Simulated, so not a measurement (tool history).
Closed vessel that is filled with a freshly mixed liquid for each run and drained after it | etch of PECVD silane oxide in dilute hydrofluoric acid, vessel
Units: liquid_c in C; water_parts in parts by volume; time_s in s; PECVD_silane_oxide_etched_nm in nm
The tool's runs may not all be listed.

| run | hour | liquid_c | water_parts | time_s | PECVD_silane_oxide_etched_nm |
|---|---|---|---|---|---|
| 1 | 0 | 24 | 225 | 845 | 74.431 |
| 2 | 6.9 | 22.5 | 225 | 845 | 70.747 |
| 3 | 10 | 22.5 | 195 | 845 | 84.298 |
| 4 | 16.5 | 19 | 195 | 845 | 73.81 |
| 5 | 23.8 | 19 | 265 | 845 | 50.804 |
| 6 | 26 | 17 | 265 | 845 | 47.115 |
|  | 33.3 | hydrofluoric acid flow meter replaced |
| 7 | 33.3 | 21 | 255 | 845 | 62.045 |
| 8 | 41.5 | 23.5 | 255 | 845 | 67.673 |

The next listed run, before its measurement:
| 9 | 44.9 | 25.5 | 255 | 845 | ? |

Run 9 gave PECVD_silane_oxide_etched_nm 72.871 nm.
